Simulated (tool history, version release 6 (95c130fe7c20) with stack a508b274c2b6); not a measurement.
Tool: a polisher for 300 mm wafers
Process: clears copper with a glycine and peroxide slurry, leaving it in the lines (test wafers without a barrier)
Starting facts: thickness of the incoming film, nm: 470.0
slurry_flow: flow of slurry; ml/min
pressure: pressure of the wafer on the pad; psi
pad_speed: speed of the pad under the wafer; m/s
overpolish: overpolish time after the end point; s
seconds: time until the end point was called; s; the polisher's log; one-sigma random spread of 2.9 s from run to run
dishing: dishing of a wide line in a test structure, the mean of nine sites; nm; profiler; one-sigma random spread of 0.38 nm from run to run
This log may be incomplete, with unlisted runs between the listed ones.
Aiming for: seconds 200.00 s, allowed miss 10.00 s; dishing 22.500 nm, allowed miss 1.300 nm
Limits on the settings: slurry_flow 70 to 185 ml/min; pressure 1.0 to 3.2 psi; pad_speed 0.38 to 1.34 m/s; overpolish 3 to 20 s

run	hour	slurry_flow	pressure	pad_speed	overpolish	seconds	dishing
1	0.0	120	2.1	0.86	10	131.91	25.186
2	7.4	120	2.1	0.70	10	154.51	22.487
3	8.1	120	2.1	0.86	10	132.35	24.826
4	9.0	120	1.8	0.86	10	146.39	22.810
5	15.2	120	1.7	0.86	10	152.51	23.078
6	20.3	120	1.6	0.86	10	154.82	21.756
7	24.4	120	1.5	0.86	10	165.07	20.750
8	25.9	120	1.4	0.86	10	176.38	20.049

Consider the 4 candidate settings below. Which is the only one whose results all fall within their allowed miss of target?
A	27.4	140	2.0	0.76	8	?	?
B	27.4	130	1.2	0.84	11	?	?
C	27.4	150	1.1	0.88	13	?	?
D	27.4	85	1.8	0.76	8	?	?

move	seconds	dishing
A	147.23	18.940
B	196.12	19.576
C	197.63	22.416
D	169.06	16.819
A: the biggest miss grows against the last run
B: brings the result that was furthest off to its target, and leaves another outside
C: every result lands within tolerance
D: the biggest miss grows against the last run
Go with C: it meets all targets.

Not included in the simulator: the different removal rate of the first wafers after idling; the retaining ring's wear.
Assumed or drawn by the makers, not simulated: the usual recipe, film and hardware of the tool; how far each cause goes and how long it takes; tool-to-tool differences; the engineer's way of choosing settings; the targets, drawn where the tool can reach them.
